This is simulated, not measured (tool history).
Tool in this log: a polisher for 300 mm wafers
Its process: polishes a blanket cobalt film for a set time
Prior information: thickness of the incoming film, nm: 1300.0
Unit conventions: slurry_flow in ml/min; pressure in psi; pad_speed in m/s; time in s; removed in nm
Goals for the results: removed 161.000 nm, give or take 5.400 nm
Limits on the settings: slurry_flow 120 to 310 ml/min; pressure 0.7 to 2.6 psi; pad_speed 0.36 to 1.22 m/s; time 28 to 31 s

Run 1, hour 0.0: slurry_flow 200 ml/min, pressure 1.6 psi, pad_speed 0.78 m/s, time 31 s. Result: removed 84.132 nm.
Run 2, hour 1.7: slurry_flow 200 ml/min, pressure 1.6 psi, pad_speed 0.78 m/s, time 28 s. Result: removed 78.220 nm.
Run 3, hour 5.6: slurry_flow 200 ml/min, pressure 1.6 psi, pad_speed 0.78 m/s, time 28 s. Result: removed 77.552 nm.
Run 4, hour 14.2: slurry_flow 220 ml/min, pressure 1.6 psi, pad_speed 0.78 m/s, time 28 s. Result: removed 77.875 nm.
Run 5, hour 20.2: slurry_flow 220 ml/min, pressure 1.7 psi, pad_speed 0.80 m/s, time 28 s. Result: removed 85.796 nm.
Run 6, hour 22.6: slurry_flow 220 ml/min, pressure 1.7 psi, pad_speed 0.80 m/s, time 31 s. Result: removed 93.450 nm.
Run 7, hour 30.8: slurry_flow 220 ml/min, pressure 1.8 psi, pad_speed 0.80 m/s, time 31 s. Result: removed 98.845 nm.
Run 8, hour 36.7: slurry_flow 220 ml/min, pressure 1.9 psi, pad_speed 0.80 m/s, time 31 s. Result: removed 105.000 nm.
Run 9, hour 44.3: slurry_flow 220 ml/min, pressure 2.0 psi, pad_speed 0.80 m/s, time 31 s. Result: removed 109.400 nm.
Run 10, hour 45.8: slurry_flow 220 ml/min, pressure 2.1 psi, pad_speed 0.80 m/s, time 31 s. Result: removed 116.600 nm.
Run 11, hour 52.8: slurry_flow 220 ml/min, pressure 2.2 psi, pad_speed 0.80 m/s, time 31 s. Result: removed 120.920 nm.
Run 12, hour 53.9: slurry_flow 225 ml/min, pressure 2.2 psi, pad_speed 0.80 m/s, time 31 s. Result: removed 118.660 nm.
Run 13, hour 57.3: slurry_flow 225 ml/min, pressure 2.4 psi, pad_speed 0.84 m/s, time 31 s. Result: removed 138.440 nm.
Run 14, hour 60.2: slurry_flow 235 ml/min, pressure 2.5 psi, pad_speed 0.86 m/s, time 31 s. Result: removed 147.680 nm.

Pick the move, out of 5, that brings all results within their allowed miss; only one does.
Run A, hour 63.1: slurry_flow 210 ml/min, pressure 2.6 psi, pad_speed 0.88 m/s, time 28 s. Result: removed ?.
Run B, hour 63.1: slurry_flow 255 ml/min, pressure 2.6 psi, pad_speed 0.98 m/s, time 29 s. Result: removed ?.
Run C, hour 63.1: slurry_flow 250 ml/min, pressure 2.5 psi, pad_speed 0.86 m/s, time 28 s. Result: removed ?.
Run D, hour 63.1: slurry_flow 200 ml/min, pressure 2.2 psi, pad_speed 0.92 m/s, time 30 s. Result: removed ?.
Run E, hour 63.1: slurry_flow 205 ml/min, pressure 2.2 psi, pad_speed 0.94 m/s, time 31 s. Result: removed ?.

move  removed
   A  140.490
   B  163.720
   C  134.260
   D  132.700
   E  140.240
A: lands further from the targets than the last run did
B: in spec on every target
C: lands further from the targets than the last run did
D: lands further from the targets than the last run did
E: lands further from the targets than the last run did
Go with B: it meets all targets.

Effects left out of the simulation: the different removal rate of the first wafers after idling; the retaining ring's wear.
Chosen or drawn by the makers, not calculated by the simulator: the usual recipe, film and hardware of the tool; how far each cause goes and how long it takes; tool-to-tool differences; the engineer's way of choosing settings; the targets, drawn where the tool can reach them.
